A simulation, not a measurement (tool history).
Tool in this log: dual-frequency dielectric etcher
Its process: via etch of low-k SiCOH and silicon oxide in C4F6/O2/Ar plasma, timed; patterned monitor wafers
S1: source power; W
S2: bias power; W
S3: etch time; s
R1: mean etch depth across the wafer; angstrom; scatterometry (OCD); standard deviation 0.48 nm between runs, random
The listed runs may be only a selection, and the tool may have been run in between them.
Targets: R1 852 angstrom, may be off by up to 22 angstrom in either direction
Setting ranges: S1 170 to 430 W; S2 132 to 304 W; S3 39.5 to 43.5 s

{"run": 1, "day": 0.0, "S1": 300, "S2": 218, "S3": 43.5, "R1": 1070.7}
{"run": 2, "day": 0.217, "S1": 290, "S2": 213, "S3": 43.5, "R1": 1043.5}
{"run": 3, "day": 0.283, "S1": 290, "S2": 241, "S3": 43.5, "R1": 1094.3}
{"run": 4, "day": 0.4, "S1": 290, "S2": 270, "S3": 43.5, "R1": 1122.4}
{"run": 5, "day": 0.754, "S1": 290, "S2": 270, "S3": 39.5, "R1": 1042.8}
{"run": 6, "day": 0.921, "S1": 290, "S2": 270, "S3": 43.5, "R1": 1130.8}
{"run": 7, "day": 1.2, "S1": 280, "S2": 262, "S3": 43, "R1": 1079}
{"run": 8, "day": 1.404, "S1": 270, "S2": 259, "S3": 43, "R1": 1073.7}
{"run": 9, "day": 1.771, "S1": 260, "S2": 252, "S3": 42.5, "R1": 1033.3}
{"run": 10, "day": 2.029, "S1": 250, "S2": 248, "S3": 42.5, "R1": 1013.3}
{"run": 11, "day": 2.133, "S1": 240, "S2": 244, "S3": 42.5, "R1": 992.35}
{"run": 12, "day": 2.458, "S1": 230, "S2": 241, "S3": 42.5, "R1": 974.38}
{"run": 13, "day": 2.617, "S1": 220, "S2": 238, "S3": 42.5, "R1": 957.02}
{"day": 2.917, "done": "wet clean of the chamber"}
{"run": 14, "day": 2.917, "S1": 170, "S2": 202, "S3": 41, "R1": 815.79}

Exercise: of the 5 proposed moves below, exactly one satisfies all targets within the stated allowed misses. Which move is it?
{"run": "A", "day": 3.217, "S1": 180, "S2": 206, "S3": 42, "R1": "?"}
{"run": "B", "day": 3.217, "S1": 170, "S2": 204, "S3": 41, "R1": "?"}
{"run": "C", "day": 3.217, "S1": 170, "S2": 190, "S3": 40.5, "R1": "?"}
{"run": "D", "day": 3.217, "S1": 170, "S2": 202, "S3": 39.5, "R1": "?"}
{"run": "E", "day": 3.217, "S1": 170, "S2": 183, "S3": 39.5, "R1": "?"}

move=A R1=860.05
move=B R1=818.91
move=C R1=789.09
move=D R1=786.23
move=E R1=759.68
A: in spec on every target
B: nearer the targets than the last run, but a result is still out of spec
C: its largest miss is bigger than the last run's
D: its largest miss is bigger than the last run's
E: its largest miss is bigger than the last run's
Move A is the one to make.
